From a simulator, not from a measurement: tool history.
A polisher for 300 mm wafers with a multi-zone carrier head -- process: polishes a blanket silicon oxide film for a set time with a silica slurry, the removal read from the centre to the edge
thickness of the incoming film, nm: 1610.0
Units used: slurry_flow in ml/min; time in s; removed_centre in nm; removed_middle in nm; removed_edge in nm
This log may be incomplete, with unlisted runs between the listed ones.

Run 1, day 0: slurry_flow 275 ml/min, centre_zone 1, middle_zone 1, edge_zone 1, slurry_solids 1, time 76 s. Result: removed_centre 204.09 nm, removed_middle 197.92 nm, removed_edge 201.52 nm.
Run 2, day 0.271: slurry_flow 270 ml/min, centre_zone 0.98, middle_zone 1.02, edge_zone 0.99, slurry_solids 1, time 76 s. Result: removed_centre 200.11 nm, removed_middle 199.99 nm, removed_edge 199.74 nm.
Run 3, day 0.554: slurry_flow 270 ml/min, centre_zone 0.98, middle_zone 1.02, edge_zone 1.03, slurry_solids 1, time 76 s. Result: removed_centre 197.43 nm, removed_middle 200.09 nm, removed_edge 202.33 nm.
Run 4, day 0.767: slurry_flow 270 ml/min, centre_zone 0.98, middle_zone 1.02, edge_zone 1.03, slurry_solids 1, time 60 s. Result: removed_centre 155.36 nm, removed_middle 159.5 nm, removed_edge 162.24 nm.
Run 5, day 1.058: slurry_flow 270 ml/min, centre_zone 1.06, middle_zone 1.02, edge_zone 1.03, slurry_solids 1, time 60 s. Result: removed_centre 169.68 nm, removed_middle 157.88 nm, removed_edge 161.02 nm.
Run 6, day 1.167: slurry_flow 280 ml/min, centre_zone 1.04, middle_zone 1.05, edge_zone 1.03, slurry_solids 1.05, time 60 s. Result: removed_centre 170.96 nm, removed_middle 164.62 nm, removed_edge 166.31 nm.

Predict the results of run 7:
Run 7, day 1.292: slurry_flow 280 ml/min, centre_zone 1.01, middle_zone 1.07, edge_zone 1, slurry_solids 1.1, time 60 s. Result: removed_centre ?, removed_middle ?, removed_edge ?.

{"run 7": {"removed_centre": 168.05, "removed_middle": 174.26, "removed_edge": 163.66}}
